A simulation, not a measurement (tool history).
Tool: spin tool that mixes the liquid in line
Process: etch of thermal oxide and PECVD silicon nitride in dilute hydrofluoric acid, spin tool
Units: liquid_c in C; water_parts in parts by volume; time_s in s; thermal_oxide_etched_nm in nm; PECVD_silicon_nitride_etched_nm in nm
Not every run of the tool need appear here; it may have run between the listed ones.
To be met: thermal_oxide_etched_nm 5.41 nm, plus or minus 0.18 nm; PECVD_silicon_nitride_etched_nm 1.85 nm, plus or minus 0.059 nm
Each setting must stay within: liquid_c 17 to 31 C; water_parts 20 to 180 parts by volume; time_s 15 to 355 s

run,hour,liquid_c,water_parts,time_s,thermal_oxide_etched_nm,PECVD_silicon_nitride_etched_nm
1,0,23,100,180,9.1844,3.3321
2,7.8,22.5,105,180,8.7713,3.0517
3,16.2,22.5,115,180,7.7782,2.7875
4,22.7,22.5,115,220,9.5179,3.4025
5,29.5,25.5,115,220,10.829,4.1692
6,35.8,25.5,85,220,15.061,5.5663
# hour 42.6: hydrofluoric acid flow meter replaced
7,42.6,24.5,95,220,11.394,4.2097
8,50.5,23.5,105,220,9.782,3.5508
9,58.7,22.5,110,225,9.2263,3.3336

Which of these 4 next moves meets every target?
A,66.9,17,150,235,?,?
B,66.9,19,155,225,?,?
C,66.9,18,110,160,?,?
D,66.9,20,165,175,?,?

move,thermal_oxide_etched_nm,PECVD_silicon_nitride_etched_nm
A,5.3452,1.761
B,5.3443,1.8711
C,5.3845,1.7336
D,4.0221,1.4642
A: the result that was furthest off in the last run now lies on the other side of its target
B: in spec on every target
C: the result that was furthest off in the last run now lies on the other side of its target
D: the result that was furthest off in the last run now lies on the other side of its target
B meets every target.
